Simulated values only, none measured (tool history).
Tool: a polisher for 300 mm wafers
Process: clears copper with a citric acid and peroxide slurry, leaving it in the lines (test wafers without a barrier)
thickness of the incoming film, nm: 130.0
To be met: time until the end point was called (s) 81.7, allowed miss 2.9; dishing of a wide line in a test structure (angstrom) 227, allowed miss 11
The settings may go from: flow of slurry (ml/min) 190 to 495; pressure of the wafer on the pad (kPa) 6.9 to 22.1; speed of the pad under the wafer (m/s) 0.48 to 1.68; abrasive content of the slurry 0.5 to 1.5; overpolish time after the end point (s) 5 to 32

run,hour,flow of slurry (ml/min),pressure of the wafer on the pad (kPa),speed of the pad under the wafer (m/s),abrasive content of the slurry,overpolish time after the end point (s),time until the end point was called (s),dishing of a wide line in a test structure (angstrom)
1,0,320,14.5,1.08,1,16,67.442,196.53
2,6.8,320,13.1,1.08,1,16,73.995,182.58
3,9.7,390,13.1,1.08,1,16,72.962,188.44
4,12,390,11,1.08,1,16,86.101,162.75
5,19.2,390,11,1.08,1,17,86.219,172
6,22.8,390,11,1.08,1.1,17,85.038,171.81
7,30.3,390,11,1.08,1.1,18,83.006,184.96
8,31.2,390,11,1.08,1.1,19,83.393,191.14

5 next moves are on the table. One of them brings every result within its allowed miss. Which?
A,32.1,410,11,1.04,0.9,30,?,?
B,32.1,300,10.3,1.2,1.3,23,?,?
C,32.1,385,10.3,1.12,1.15,24,?,?
D,32.1,330,11,1.14,1.2,16,?,?
E,32.1,340,10.3,1.08,1.35,26,?,?

move,time until the end point was called (s),dishing of a wide line in a test structure (angstrom)
A,89.71,267.76
B,81.202,236.05
C,86.345,232.86
D,80.52,179.22
E,88.265,243.25
A: takes the result that was furthest off past its target
B: meets every target
C: brings the result that was furthest off to its target, and leaves another outside
D: further off than the last run
E: takes the result that was furthest off past its target
Answer: B
